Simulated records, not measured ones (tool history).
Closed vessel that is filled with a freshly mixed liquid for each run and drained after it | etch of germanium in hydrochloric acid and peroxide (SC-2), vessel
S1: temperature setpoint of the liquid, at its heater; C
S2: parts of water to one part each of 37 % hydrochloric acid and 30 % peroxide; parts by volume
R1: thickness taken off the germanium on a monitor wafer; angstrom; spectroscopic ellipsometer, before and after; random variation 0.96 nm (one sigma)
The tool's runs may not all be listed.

run 1 hour=0 | S1=60 S2=5 time_in_the_liquid_(s)=85 | R1=2530.5
run 2 hour=2.6 | S1=57.5 S2=5 time_in_the_liquid_(s)=85 | R1=2370.4
run 3 hour=5.4 | S1=57.5 S2=6.5 time_in_the_liquid_(s)=85 | R1=2353.8
run 4 hour=13.7 | S1=57.5 S2=5.5 time_in_the_liquid_(s)=85 | R1=2362.9
run 5 hour=17.2 | S1=55.5 S2=5.5 time_in_the_liquid_(s)=85 | R1=2239.7
run 6 hour=21.8 | S1=55.5 S2=5 time_in_the_liquid_(s)=85 | R1=2231.3
run 7 hour=25.2 | S1=54 S2=5 time_in_the_liquid_(s)=85 | R1=2131.2

The next listed run, before its measurement:
run 8 hour=32.9 | S1=47 S2=5 time_in_the_liquid_(s)=85 | R1=?

{"run 8": {"R1": 1688.4}}
